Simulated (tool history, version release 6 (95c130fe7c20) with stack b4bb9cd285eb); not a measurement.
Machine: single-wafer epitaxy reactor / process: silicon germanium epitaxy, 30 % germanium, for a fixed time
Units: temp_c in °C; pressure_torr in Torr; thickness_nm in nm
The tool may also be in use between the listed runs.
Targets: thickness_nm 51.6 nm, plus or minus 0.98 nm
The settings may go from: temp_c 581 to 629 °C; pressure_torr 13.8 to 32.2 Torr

run,hour,temp_c,pressure_torr,thickness_nm
1,0,605,23,70.078
2,6.4,612,23,78.374
3,12.8,619,23,86.692
4,18.4,611,22.8,76.846
5,22.9,605,22.6,69.18
6,27.4,605,25.4,72.68
7,34.2,600,25.3,66.453
8,40.7,596,25.2,62.477

Exactly one of the 4 candidate moves below puts every result within its allowed miss. Which one?
A,47.2,600,27.4,?
B,47.2,610,28.8,?
C,47.2,584,22.1,?
D,47.2,586,23.8,?

move,thickness_nm
A,68.78
B,82.181
C,48.813
D,51.895
A: the biggest miss grows against the last run
B: the biggest miss grows against the last run
C: pushes the last run's worst result past its target
D: meets every target
So the answer is move D, the one that meets all the targets.
